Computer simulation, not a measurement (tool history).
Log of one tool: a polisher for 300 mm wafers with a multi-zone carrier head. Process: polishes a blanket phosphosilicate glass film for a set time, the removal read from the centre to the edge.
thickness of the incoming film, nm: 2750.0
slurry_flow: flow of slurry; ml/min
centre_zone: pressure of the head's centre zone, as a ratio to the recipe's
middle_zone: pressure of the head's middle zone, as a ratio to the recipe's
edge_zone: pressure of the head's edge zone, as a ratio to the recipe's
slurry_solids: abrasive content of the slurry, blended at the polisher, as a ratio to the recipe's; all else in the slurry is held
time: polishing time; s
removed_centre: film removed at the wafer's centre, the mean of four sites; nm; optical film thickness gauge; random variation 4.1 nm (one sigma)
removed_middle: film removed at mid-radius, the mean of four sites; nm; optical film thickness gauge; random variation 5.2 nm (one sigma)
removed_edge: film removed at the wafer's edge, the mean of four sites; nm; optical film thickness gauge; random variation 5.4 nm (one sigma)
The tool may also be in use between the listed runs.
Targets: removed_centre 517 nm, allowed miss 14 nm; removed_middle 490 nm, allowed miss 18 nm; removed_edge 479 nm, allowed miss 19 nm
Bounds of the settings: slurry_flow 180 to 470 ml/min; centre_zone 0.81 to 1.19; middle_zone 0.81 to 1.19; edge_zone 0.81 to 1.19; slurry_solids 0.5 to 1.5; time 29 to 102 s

| run | hour | slurry_flow | centre_zone | middle_zone | edge_zone | slurry_solids | time | removed_centre | removed_middle | removed_edge |
|---|---|---|---|---|---|---|---|---|---|---|
| 1 | 0 | 300 | 1 | 1 | 1 | 1 | 65 | 851.33 | 861.43 | 847.82 |
| 2 | 0.7 | 300 | 1 | 0.98 | 0.96 | 0.85 | 60 | 712.27 | 702.91 | 717.17 |
| 3 | 9.4 | 310 | 1.02 | 1 | 0.92 | 0.75 | 56 | 632.56 | 634.86 | 589.58 |
| 4 | 10.3 | 310 | 1.02 | 1.07 | 0.92 | 0.75 | 56 | 626.34 | 656.25 | 584.05 |
| 5 | 12.2 | 305 | 1.02 | 1.02 | 0.9 | 0.65 | 55 | 553.37 | 560.08 | 516.49 |
| 6 | 16.4 | 305 | 0.94 | 1.02 | 0.9 | 0.65 | 55 | 518.26 | 563.88 | 513.59 |
| 7 | 24.6 | 290 | 0.95 | 0.98 | 0.87 | 0.65 | 55 | 529.89 | 552.59 | 502 |
| 8 | 31.1 | 285 | 0.95 | 0.94 | 0.86 | 0.65 | 55 | 525.67 | 520.29 | 507.9 |
|  | 32.3 | slurry nozzle cleaned |
| 9 | 32.3 | 280 | 0.95 | 0.93 | 0.84 | 0.65 | 55 | 546.25 | 535.7 | 511.64 |
| 10 | 39.9 | 280 | 0.95 | 0.92 | 0.83 | 0.65 | 55 | 544.08 | 524.53 | 498.77 |
| 11 | 40.6 | 275 | 0.94 | 0.91 | 0.82 | 0.65 | 55 | 525.72 | 523.09 | 493.05 |
| 12 | 46.2 | 270 | 0.94 | 0.9 | 0.82 | 0.65 | 55 | 531.76 | 521.41 | 501.85 |
| 13 | 54.8 | 275 | 0.94 | 0.89 | 0.82 | 0.65 | 55 | 531.98 | 519.73 | 510.4 |
| 14 | 58.9 | 235 | 0.97 | 0.89 | 0.81 | 0.55 | 55 | 471.48 | 444.98 | 421.23 |
| 15 | 67.7 | 255 | 0.97 | 0.89 | 0.81 | 0.55 | 55 | 477.2 | 438.17 | 432.49 |
| 16 | 71.6 | 280 | 0.97 | 0.9 | 0.81 | 0.55 | 55 | 475.12 | 459.97 | 439.08 |
| 17 | 79.3 | 290 | 0.98 | 0.9 | 0.82 | 0.55 | 55 | 481.71 | 453.87 | 437.29 |
| 18 | 81.6 | 290 | 1 | 0.95 | 0.92 | 0.7 | 55 | 589.87 | 579.39 | 569.86 |
| 19 | 82.3 | 290 | 0.96 | 0.87 | 0.82 | 0.7 | 55 | 584.41 | 550.31 | 532.29 |
| 20 | 91.1 | 265 | 0.95 | 0.87 | 0.82 | 0.7 | 55 | 573.79 | 530.86 | 527.62 |
| 21 | 97.4 | 250 | 0.94 | 0.88 | 0.82 | 0.7 | 55 | 567.14 | 535.55 | 529.05 |
| 22 | 100.3 | 240 | 0.94 | 0.88 | 0.82 | 0.7 | 55 | 553.22 | 535.72 | 535.31 |
| 23 | 106.7 | 235 | 0.95 | 0.89 | 0.82 | 0.7 | 55 | 561.03 | 534.66 | 529.45 |
| 24 | 113.5 | 230 | 0.96 | 0.89 | 0.81 | 0.65 | 55 | 537.21 | 495.71 | 506.03 |

Which of these 5 next moves meets every target?
| A | 120.3 | 315 | 0.97 | 0.91 | 0.85 | 0.6 | 55 | ? | ? | ? |
| B | 120.3 | 180 | 0.97 | 0.86 | 0.99 | 0.7 | 52 | ? | ? | ? |
| C | 120.3 | 335 | 1.1 | 0.98 | 0.81 | 0.85 | 41 | ? | ? | ? |
| D | 120.3 | 190 | 0.88 | 0.83 | 0.85 | 0.65 | 59 | ? | ? | ? |
| E | 120.3 | 180 | 0.93 | 0.85 | 0.89 | 0.75 | 52 | ? | ? | ? |

| move | removed_centre | removed_middle | removed_edge |
|---|---|---|---|
| A | 514.41 | 495.63 | 488.61 |
| B | 526.1 | 486.85 | 544.29 |
| C | 553.82 | 508.24 | 461.63 |
| D | 522.12 | 509.83 | 545.41 |
| E | 533.79 | 507.22 | 544.36 |
A: meets every target
B: brings the result that was furthest off to its target, and leaves another outside
C: further off than the last run
D: brings the result that was furthest off to its target, and leaves another outside
E: further off than the last run
Answer: A
